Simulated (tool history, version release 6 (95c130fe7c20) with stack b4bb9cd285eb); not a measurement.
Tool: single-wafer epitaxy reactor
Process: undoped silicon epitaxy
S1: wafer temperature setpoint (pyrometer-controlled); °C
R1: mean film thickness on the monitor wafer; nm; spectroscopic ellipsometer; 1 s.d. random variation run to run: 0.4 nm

run 1 hour=0 | S1=665 deposition_time_(s)=534 | R1=118.7
run 2 hour=3.1 | S1=667 deposition_time_(s)=534 | R1=124.06
run 3 hour=6.9 | S1=669 deposition_time_(s)=534 | R1=129.45
run 4 hour=12.2 | S1=670 deposition_time_(s)=534 | R1=131.64
run 5 hour=13.6 | S1=671 deposition_time_(s)=534 | R1=133.76
run 6 hour=15.6 | S1=679 deposition_time_(s)=534 | R1=157.03
run 7 hour=21.4 | S1=677 deposition_time_(s)=534 | R1=150.98

For run 8, what comes out?
run 8 hour=30.1 | S1=676 deposition_time_(s)=534 | R1=?

R1: 147.72 nm
